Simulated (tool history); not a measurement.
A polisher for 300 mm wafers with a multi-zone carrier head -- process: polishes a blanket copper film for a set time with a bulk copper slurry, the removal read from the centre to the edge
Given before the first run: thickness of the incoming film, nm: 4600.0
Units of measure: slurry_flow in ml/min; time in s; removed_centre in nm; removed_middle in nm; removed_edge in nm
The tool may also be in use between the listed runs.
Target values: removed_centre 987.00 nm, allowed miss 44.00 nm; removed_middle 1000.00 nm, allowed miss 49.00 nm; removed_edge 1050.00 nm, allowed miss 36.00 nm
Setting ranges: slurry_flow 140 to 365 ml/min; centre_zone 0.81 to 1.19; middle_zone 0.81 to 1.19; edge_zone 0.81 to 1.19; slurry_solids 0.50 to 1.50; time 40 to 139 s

{"run": 1, "day": 0.0, "slurry_flow": 235, "centre_zone": 1.0, "middle_zone": 1.0, "edge_zone": 1.0, "slurry_solids": 1.0, "time": 89, "removed_centre": 717.23, "removed_middle": 738.49, "removed_edge": 704.28}
{"run": 2, "day": 0.183, "slurry_flow": 235, "centre_zone": 0.91, "middle_zone": 1.0, "edge_zone": 1.0, "slurry_solids": 1.0, "time": 89, "removed_centre": 687.6, "removed_middle": 719.56, "removed_edge": 705.76}
{"run": 3, "day": 0.446, "slurry_flow": 235, "centre_zone": 0.83, "middle_zone": 1.0, "edge_zone": 1.0, "slurry_solids": 1.0, "time": 89, "removed_centre": 625.21, "removed_middle": 724.91, "removed_edge": 710.76}
{"run": 4, "day": 0.554, "slurry_flow": 235, "centre_zone": 0.83, "middle_zone": 1.0, "edge_zone": 1.0, "slurry_solids": 1.05, "time": 89, "removed_centre": 636.77, "removed_middle": 730.73, "removed_edge": 725.84}
{"run": 5, "day": 0.596, "slurry_flow": 240, "centre_zone": 0.87, "middle_zone": 1.0, "edge_zone": 1.02, "slurry_solids": 1.2, "time": 94, "removed_centre": 695.28, "removed_middle": 786.2, "removed_edge": 779.56}
{"run": 6, "day": 0.696, "slurry_flow": 245, "centre_zone": 0.9, "middle_zone": 0.99, "edge_zone": 1.04, "slurry_solids": 1.25, "time": 101, "removed_centre": 797.0, "removed_middle": 857.67, "removed_edge": 871.78}
{"run": 7, "day": 0.838, "slurry_flow": 250, "centre_zone": 0.92, "middle_zone": 0.99, "edge_zone": 1.07, "slurry_solids": 1.3, "time": 103, "removed_centre": 836.76, "removed_middle": 895.26, "removed_edge": 897.15}
{"run": 8, "day": 1.192, "slurry_flow": 250, "centre_zone": 0.93, "middle_zone": 0.98, "edge_zone": 1.08, "slurry_solids": 1.35, "time": 106, "removed_centre": 890.12, "removed_middle": 882.78, "removed_edge": 928.04}
{"run": 9, "day": 1.529, "slurry_flow": 255, "centre_zone": 0.93, "middle_zone": 0.99, "edge_zone": 1.09, "slurry_solids": 1.4, "time": 108, "removed_centre": 905.91, "removed_middle": 934.34, "removed_edge": 962.19}
{"run": 10, "day": 1.904, "slurry_flow": 260, "centre_zone": 0.93, "middle_zone": 0.99, "edge_zone": 1.1, "slurry_solids": 1.45, "time": 110, "removed_centre": 925.6, "removed_middle": 962.17, "removed_edge": 983.38}
{"run": 11, "day": 2.008, "slurry_flow": 260, "centre_zone": 0.93, "middle_zone": 0.99, "edge_zone": 1.11, "slurry_solids": 1.45, "time": 111, "removed_centre": 922.02, "removed_middle": 977.32, "removed_edge": 1015.6}

Below are 5 possible settings for the next run. Only one of them brings all results inside the allowed miss of their targets. Which is it?
{"run": "A", "day": 2.112, "slurry_flow": 280, "centre_zone": 0.94, "middle_zone": 0.95, "edge_zone": 1.1, "slurry_solids": 1.4, "time": 109, "removed_centre": "?", "removed_middle": "?", "removed_edge": "?"}
{"run": "B", "day": 2.112, "slurry_flow": 270, "centre_zone": 0.95, "middle_zone": 0.98, "edge_zone": 1.13, "slurry_solids": 1.5, "time": 113, "removed_centre": "?", "removed_middle": "?", "removed_edge": "?"}
{"run": "C", "day": 2.112, "slurry_flow": 285, "centre_zone": 0.89, "middle_zone": 1.0, "edge_zone": 1.13, "slurry_solids": 1.5, "time": 108, "removed_centre": "?", "removed_middle": "?", "removed_edge": "?"}
{"run": "D", "day": 2.112, "slurry_flow": 195, "centre_zone": 0.99, "middle_zone": 0.87, "edge_zone": 1.18, "slurry_solids": 1.45, "time": 118, "removed_centre": "?", "removed_middle": "?", "removed_edge": "?"}
{"run": "E", "day": 2.112, "slurry_flow": 250, "centre_zone": 0.82, "middle_zone": 0.93, "edge_zone": 1.19, "slurry_solids": 1.5, "time": 112, "removed_centre": "?", "removed_middle": "?", "removed_edge": "?"}

move=A removed_centre=928.25 removed_middle=943.89 removed_edge=981.64
move=B removed_centre=983.06 removed_middle=1013.40 removed_edge=1045.30
move=C removed_centre=894.88 removed_middle=987.46 removed_edge=1002.20
move=D removed_centre=1020.20 removed_middle=937.28 removed_edge=1085.50
move=E removed_centre=857.46 removed_middle=961.61 removed_edge=1059.70
A: lands further from the targets than the last run did
B: all results land within tolerance of their targets
C: lands further from the targets than the last run did
D: brings the result that was furthest off to its target, and leaves another outside
E: lands further from the targets than the last run did
Move B is the one to make.
